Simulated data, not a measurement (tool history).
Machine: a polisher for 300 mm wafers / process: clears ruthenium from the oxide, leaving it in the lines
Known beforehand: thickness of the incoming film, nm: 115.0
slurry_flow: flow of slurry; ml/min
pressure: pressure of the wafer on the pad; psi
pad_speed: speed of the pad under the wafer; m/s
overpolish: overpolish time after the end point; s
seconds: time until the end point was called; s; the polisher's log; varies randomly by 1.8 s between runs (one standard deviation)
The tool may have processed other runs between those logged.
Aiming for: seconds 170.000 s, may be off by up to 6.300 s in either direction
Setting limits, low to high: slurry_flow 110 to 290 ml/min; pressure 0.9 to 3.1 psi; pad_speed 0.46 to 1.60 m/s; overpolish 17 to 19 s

| run | hour | slurry_flow | pressure | pad_speed | overpolish | seconds |
|---|---|---|---|---|---|---|
| 1 | 0.0 | 185 | 2.0 | 1.02 | 17 | 86.147 |
| 2 | 8.2 | 180 | 1.7 | 0.98 | 17 | 104.410 |
| 3 | 17.0 | 180 | 1.7 | 1.18 | 17 | 89.092 |
| 4 | 21.5 | 180 | 1.7 | 1.18 | 19 | 88.066 |
| 5 | 28.5 | 175 | 1.5 | 1.10 | 19 | 107.060 |
| 6 | 36.7 | 170 | 1.3 | 1.06 | 19 | 127.140 |
| 7 | 39.6 | 165 | 1.2 | 1.06 | 19 | 138.950 |
| 8 | 44.4 | 155 | 1.1 | 1.06 | 19 | 148.880 |
| 9 | 52.5 | 145 | 1.1 | 1.06 | 19 | 156.260 |
| 10 | 56.8 | 140 | 1.1 | 1.06 | 19 | 154.410 |
| 11 | 62.8 | 135 | 1.1 | 1.06 | 19 | 154.240 |
| 12 | 64.5 | 130 | 1.1 | 1.06 | 19 | 155.380 |
| 13 | 65.5 | 125 | 1.1 | 1.06 | 19 | 158.720 |
| 14 | 73.4 | 120 | 1.1 | 1.06 | 19 | 156.030 |

Which of these 5 next moves meets every target?
| A | 81.3 | 135 | 1.1 | 1.08 | 19 | ? |
| B | 81.3 | 145 | 1.1 | 0.94 | 19 | ? |
| C | 81.3 | 135 | 1.3 | 1.04 | 17 | ? |
| D | 81.3 | 130 | 1.2 | 0.98 | 19 | ? |
| E | 81.3 | 120 | 1.0 | 1.20 | 19 | ? |

| move | seconds |
|---|---|
| A | 154.720 |
| B | 174.830 |
| C | 136.930 |
| D | 157.630 |
| E | 156.230 |
A: its largest miss is bigger than the last run's
B: meets every target
C: its largest miss is bigger than the last run's
D: nearer than the last run, and not there yet
E: about the same distance from the targets as the last run
So the answer is move B, the one that meets all the targets.
